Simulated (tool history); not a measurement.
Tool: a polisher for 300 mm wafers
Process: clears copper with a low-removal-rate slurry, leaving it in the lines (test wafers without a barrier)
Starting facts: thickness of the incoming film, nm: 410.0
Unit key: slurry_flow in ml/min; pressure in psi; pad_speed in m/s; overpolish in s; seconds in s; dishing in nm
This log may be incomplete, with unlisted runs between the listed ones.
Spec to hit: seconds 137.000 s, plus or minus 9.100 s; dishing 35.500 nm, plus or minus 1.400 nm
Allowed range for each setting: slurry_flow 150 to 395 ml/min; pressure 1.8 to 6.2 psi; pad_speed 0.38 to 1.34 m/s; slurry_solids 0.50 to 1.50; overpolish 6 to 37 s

run 1 day=0.000 | slurry_flow=250 pressure=4.0 pad_speed=0.86 slurry_solids=1.00 overpolish=19 | seconds=129.010 dishing=43.375
run 2 day=0.258 | slurry_flow=275 pressure=4.0 pad_speed=0.86 slurry_solids=1.00 overpolish=19 | seconds=132.580 dishing=42.908
run 3 day=0.488 | slurry_flow=275 pressure=4.0 pad_speed=1.02 slurry_solids=1.00 overpolish=19 | seconds=119.130 dishing=47.764
run 4 day=0.646 | slurry_flow=275 pressure=4.0 pad_speed=1.18 slurry_solids=1.00 overpolish=19 | seconds=104.300 dishing=52.545
run 5 day=1.008 | slurry_flow=275 pressure=4.7 pad_speed=1.18 slurry_solids=1.00 overpolish=19 | seconds=94.660 dishing=57.182
run 6 day=1.104 | slurry_flow=275 pressure=4.7 pad_speed=1.18 slurry_solids=1.00 overpolish=27 | seconds=95.125 dishing=75.834
run 7 day=1.429 | slurry_flow=285 pressure=3.6 pad_speed=1.18 slurry_solids=1.00 overpolish=18 | seconds=112.220 dishing=46.853
run 8 day=1.700 | slurry_flow=285 pressure=3.4 pad_speed=1.18 slurry_solids=1.00 overpolish=18 | seconds=117.430 dishing=45.787
run 9 day=1.883 | slurry_flow=285 pressure=3.3 pad_speed=1.18 slurry_solids=1.00 overpolish=17 | seconds=117.760 dishing=42.610
run 10 day=2.183 | slurry_flow=285 pressure=3.2 pad_speed=1.18 slurry_solids=1.00 overpolish=17 | seconds=119.000 dishing=42.127

Exercise: of the 4 proposed moves below, exactly one satisfies all targets within the stated allowed misses. Which move is it?
run A day=2.483 | slurry_flow=275 pressure=3.1 pad_speed=1.00 slurry_solids=1.00 overpolish=16 | seconds=? dishing=?
run B day=2.483 | slurry_flow=300 pressure=2.4 pad_speed=0.94 slurry_solids=1.05 overpolish=19 | seconds=? dishing=?
run C day=2.483 | slurry_flow=275 pressure=2.9 pad_speed=1.10 slurry_solids=0.90 overpolish=15 | seconds=? dishing=?
run D day=2.483 | slurry_flow=285 pressure=3.5 pad_speed=1.22 slurry_solids=0.90 overpolish=15 | seconds=? dishing=?

move=A seconds=145.630 dishing=35.562
move=B seconds=173.000 dishing=35.351
move=C seconds=145.190 dishing=33.633
move=D seconds=119.620 dishing=40.029
A: meets every target
B: the furthest-off result lands on target, but another misses its tolerance
C: the result that was furthest off in the last run now lies on the other side of its target
D: an improvement on the last run, though not all results are within tolerance
Move A is the one to make.
